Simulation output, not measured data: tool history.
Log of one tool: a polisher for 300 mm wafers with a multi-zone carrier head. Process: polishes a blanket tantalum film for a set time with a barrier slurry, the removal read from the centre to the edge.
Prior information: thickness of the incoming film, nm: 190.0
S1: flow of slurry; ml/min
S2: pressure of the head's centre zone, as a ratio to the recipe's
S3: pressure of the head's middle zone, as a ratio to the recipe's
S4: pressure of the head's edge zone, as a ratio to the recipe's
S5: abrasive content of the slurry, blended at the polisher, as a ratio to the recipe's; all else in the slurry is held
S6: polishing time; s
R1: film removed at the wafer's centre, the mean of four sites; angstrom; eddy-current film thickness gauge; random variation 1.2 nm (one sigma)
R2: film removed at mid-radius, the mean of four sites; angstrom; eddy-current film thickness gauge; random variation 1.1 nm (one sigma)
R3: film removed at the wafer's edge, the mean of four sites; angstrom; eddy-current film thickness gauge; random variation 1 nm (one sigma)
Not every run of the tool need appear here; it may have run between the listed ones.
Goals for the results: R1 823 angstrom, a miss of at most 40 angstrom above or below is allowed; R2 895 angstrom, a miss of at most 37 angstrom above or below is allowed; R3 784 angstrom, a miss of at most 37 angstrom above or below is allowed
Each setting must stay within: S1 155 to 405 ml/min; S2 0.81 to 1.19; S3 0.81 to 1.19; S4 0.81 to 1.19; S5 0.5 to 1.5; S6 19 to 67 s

run,hour,S1,S2,S3,S4,S5,S6,R1,R2,R3
1,0,260,1,1,1,1,43,581.79,581.06,578.74
2,1,260,1.01,1.02,1,1.05,44,628.34,598.24,612.31
3,5.4,290,1.01,1.02,1,1.05,44,606.57,626.72,603.88
4,10.6,295,1.02,1.03,1,1.1,45,633.88,646.19,630.87
5,19.4,300,1.03,1.05,0.99,1.15,46,674.54,690.7,641.33
6,27.5,305,1.03,1.06,1,1.2,46,680.42,688.42,651.79
7,31.2,310,1.03,1.07,1,1.25,47,703.39,715.94,687.48
8,39.3,315,1.03,1.08,1,1.3,47,701.17,718.26,676.99
9,41.5,320,1.03,1.09,1,1.3,48,738.61,747.21,695.16
10,47.7,325,1.02,1.1,1,1.3,49,748.18,778.07,720.04
11,48.7,330,1.02,1.11,1,1.3,49,736.54,782.66,723.54
12,57.3,330,1.02,1.12,1,1.3,49,752.78,808.02,708.49
13,62.5,330,1.02,1.13,1.01,1.3,49,759.85,777.96,724.43
14,68.9,335,1.02,1.13,1.01,1.3,49,761.52,807.97,725.7
15,77.7,340,1.02,1.14,1.01,1.3,49,747.45,811.62,720.72
16,84.8,340,1.02,1.14,1.01,1.3,49,753.65,802.28,734.09
17,89.4,340,1.02,1.15,1.01,1.3,49,754.34,802.21,718.88
18,97.4,350,1.02,1.17,1.01,1.4,50,776.74,861.55,755.03

Exercise: of the 4 proposed moves below, exactly one satisfies all targets within the stated allowed misses. Which move is it?
A,105.4,325,1.02,1.13,1.07,1.35,49,?,?,?
B,105.4,365,0.92,1.17,1.01,1.5,50,?,?,?
C,105.4,395,1.01,1.13,0.94,1.45,53,?,?,?
D,105.4,385,0.94,1.19,0.95,1.05,56,?,?,?

move,R1,R2,R3
A,746.96,803.14,745.29
B,710.05,872.33,761.06
C,826.21,895.98,778.01
D,751.49,916.25,764.1
A: further off than the last run
B: further off than the last run
C: all results in spec
D: further off than the last run
Correct choice: C, which meets every target
